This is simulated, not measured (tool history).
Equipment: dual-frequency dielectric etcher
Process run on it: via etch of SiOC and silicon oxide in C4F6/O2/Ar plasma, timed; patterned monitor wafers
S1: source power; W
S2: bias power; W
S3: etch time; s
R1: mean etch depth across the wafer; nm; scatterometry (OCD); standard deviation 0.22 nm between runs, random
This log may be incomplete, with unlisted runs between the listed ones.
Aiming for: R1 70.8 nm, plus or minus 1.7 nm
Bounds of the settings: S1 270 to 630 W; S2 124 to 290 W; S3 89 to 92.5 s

| run | hour | S1 | S2 | S3 | R1 |
|---|---|---|---|---|---|
| 1 | 0 | 450 | 207 | 89 | 103.02 |
| 2 | 3 | 410 | 188 | 89 | 91.562 |
| 3 | 7.7 | 450 | 188 | 89 | 97.263 |
| 4 | 9.9 | 450 | 175 | 89 | 93.48 |
| 5 | 14.7 | 450 | 175 | 92.5 | 97.891 |
| 6 | 20 | 450 | 211 | 92.5 | 107.36 |
| 7 | 24.5 | 360 | 169 | 89 | 79.271 |
| 8 | 29.2 | 350 | 168 | 89 | 77.069 |
|  | 33 | bias power generator calibrated |
| 9 | 33 | 340 | 168 | 89 | 77.03 |

5 next moves are on the table. One of them brings every result within its allowed miss. Which?
| A | 36.8 | 300 | 154 | 89 | ? |
| B | 36.8 | 300 | 183 | 91 | ? |
| C | 36.8 | 280 | 168 | 89 | ? |
| D | 36.8 | 320 | 166 | 90 | ? |
| E | 36.8 | 290 | 178 | 89.5 | ? |

| move | R1 |
|---|---|
| A | 66.266 |
| B | 75.14 |
| C | 65.679 |
| D | 74.044 |
| E | 70.599 |
A: takes the result that was furthest off past its target
B: an improvement on the last run, though not all results are within tolerance
C: takes the result that was furthest off past its target
D: an improvement on the last run, though not all results are within tolerance
E: every result lands within tolerance
E meets every target.
